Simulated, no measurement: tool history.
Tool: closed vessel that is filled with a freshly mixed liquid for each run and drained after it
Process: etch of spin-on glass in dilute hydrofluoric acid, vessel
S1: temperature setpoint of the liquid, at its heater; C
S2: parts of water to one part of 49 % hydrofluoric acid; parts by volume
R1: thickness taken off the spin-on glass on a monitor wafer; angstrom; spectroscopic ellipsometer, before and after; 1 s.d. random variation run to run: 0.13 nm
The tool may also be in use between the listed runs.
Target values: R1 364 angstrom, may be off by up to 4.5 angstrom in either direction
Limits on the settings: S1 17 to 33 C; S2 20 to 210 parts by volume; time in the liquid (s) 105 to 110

{"run": 1, "day": 0.0, "S1": 25, "S2": 115, "time in the liquid (s)": 105, "R1": 420.76}
{"run": 2, "day": 0.229, "S1": 25, "S2": 135, "time in the liquid (s)": 105, "R1": 350.95}
{"run": 3, "day": 0.362, "S1": 22, "S2": 135, "time in the liquid (s)": 105, "R1": 312.75}
{"run": 4, "day": 0.433, "S1": 23, "S2": 135, "time in the liquid (s)": 105, "R1": 325.41}
{"run": 5, "day": 0.708, "S1": 23.5, "S2": 135, "time in the liquid (s)": 105, "R1": 332.55}
{"run": 6, "day": 0.788, "S1": 23.5, "S2": 135, "time in the liquid (s)": 110, "R1": 347.46}
{"run": 7, "day": 0.821, "S1": 23.5, "S2": 135, "time in the liquid (s)": 110, "R1": 348.64}
{"run": 8, "day": 0.95, "S1": 24, "S2": 135, "time in the liquid (s)": 110, "R1": 353.49}

Exactly one of the 4 candidate moves below puts every result within its allowed miss. Which one?
{"run": "A", "day": 1.079, "S1": 21.5, "S2": 120, "time in the liquid (s)": 105, "R1": "?"}
{"run": "B", "day": 1.079, "S1": 22.5, "S2": 135, "time in the liquid (s)": 110, "R1": "?"}
{"run": "C", "day": 1.079, "S1": 22.5, "S2": 125, "time in the liquid (s)": 110, "R1": "?"}
{"run": "D", "day": 1.079, "S1": 23, "S2": 125, "time in the liquid (s)": 110, "R1": "?"}

move=A R1=351.25
move=B R1=334.61
move=C R1=365.5
move=D R1=372.77
A: misses by more than the last run did
B: misses by more than the last run did
C: in spec on every target
D: the result that was furthest off in the last run now lies on the other side of its target
Go with C: it meets all targets.
